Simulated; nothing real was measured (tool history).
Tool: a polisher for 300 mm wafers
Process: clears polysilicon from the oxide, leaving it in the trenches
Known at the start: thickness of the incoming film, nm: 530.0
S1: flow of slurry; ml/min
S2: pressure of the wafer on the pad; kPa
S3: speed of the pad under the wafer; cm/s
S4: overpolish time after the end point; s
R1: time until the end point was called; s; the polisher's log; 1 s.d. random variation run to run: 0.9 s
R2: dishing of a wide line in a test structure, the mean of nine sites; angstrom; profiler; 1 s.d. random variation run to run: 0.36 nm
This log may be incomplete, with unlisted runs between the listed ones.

run	hour	S1	S2	S3	S4	R1	R2
1	0	185	20	108	22	34.773	378.98
2	1	180	17.2	96	18	44.795	377.44
3	4.4	175	15.2	86	15	57.489	362.03
4	10.1	175	15.2	60	15	78.454	340.84
5	13.3	175	18.6	60	15	64.508	351.46
6	20.2	175	22.8	60	15	53.908	372.28
7	22.2	205	19.3	58	22	64.513	375.65

Estimate the outcome of run 8 from the log above:
8	25.9	180	16.5	60	18	?	?

{"run 8": {"R1": 72.159, "R2": 361.76}}

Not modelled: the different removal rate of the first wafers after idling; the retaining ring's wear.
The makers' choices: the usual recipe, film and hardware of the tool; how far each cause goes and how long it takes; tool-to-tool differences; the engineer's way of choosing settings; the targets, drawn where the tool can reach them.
